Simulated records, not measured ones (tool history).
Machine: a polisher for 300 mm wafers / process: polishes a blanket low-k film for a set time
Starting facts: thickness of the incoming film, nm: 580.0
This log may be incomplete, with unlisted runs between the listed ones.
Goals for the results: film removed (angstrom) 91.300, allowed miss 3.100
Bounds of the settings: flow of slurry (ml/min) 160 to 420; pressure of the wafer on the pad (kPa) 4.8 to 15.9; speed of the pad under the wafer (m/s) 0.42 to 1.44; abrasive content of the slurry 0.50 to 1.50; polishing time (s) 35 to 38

| run | hour | flow of slurry (ml/min) | pressure of the wafer on the pad (kPa) | speed of the pad under the wafer (m/s) | abrasive content of the slurry | polishing time (s) | film removed (angstrom) |
|---|---|---|---|---|---|---|---|
| 1 | 0.0 | 270 | 10.3 | 0.92 | 1.00 | 38 | 125.540 |
| 2 | 5.8 | 270 | 9.7 | 0.92 | 1.00 | 38 | 119.750 |
| 3 | 11.7 | 270 | 9.0 | 0.92 | 1.00 | 38 | 107.720 |
| 4 | 14.2 | 270 | 9.0 | 1.08 | 1.00 | 38 | 122.520 |
| 5 | 19.8 | 270 | 8.3 | 1.08 | 1.00 | 38 | 113.100 |
| 6 | 21.8 | 270 | 7.6 | 1.08 | 1.00 | 38 | 104.360 |
| 7 | 25.6 | 270 | 6.9 | 1.08 | 1.00 | 38 | 94.680 |
| 8 | 26.4 | 270 | 6.2 | 1.08 | 1.00 | 38 | 87.183 |
| 9 | 31.1 | 270 | 6.9 | 1.08 | 1.00 | 38 | 95.361 |

Which single option among these 4 for the next run brings every result within its allowed miss of target? Just one does.
| A | 35.8 | 290 | 6.9 | 0.92 | 1.20 | 35 | ? |
| B | 35.8 | 230 | 7.6 | 0.92 | 0.90 | 37 | ? |
| C | 35.8 | 260 | 8.3 | 1.04 | 0.85 | 35 | ? |
| D | 35.8 | 265 | 6.2 | 1.12 | 0.95 | 38 | ? |

| move | film removed (angstrom) |
|---|---|
| A | 85.382 |
| B | 83.943 |
| C | 92.635 |
| D | 85.517 |
A: carries the result that was furthest off beyond its target, to the other side
B: carries the result that was furthest off beyond its target, to the other side
C: in spec on every target
D: carries the result that was furthest off beyond its target, to the other side
Move C is the one to make.
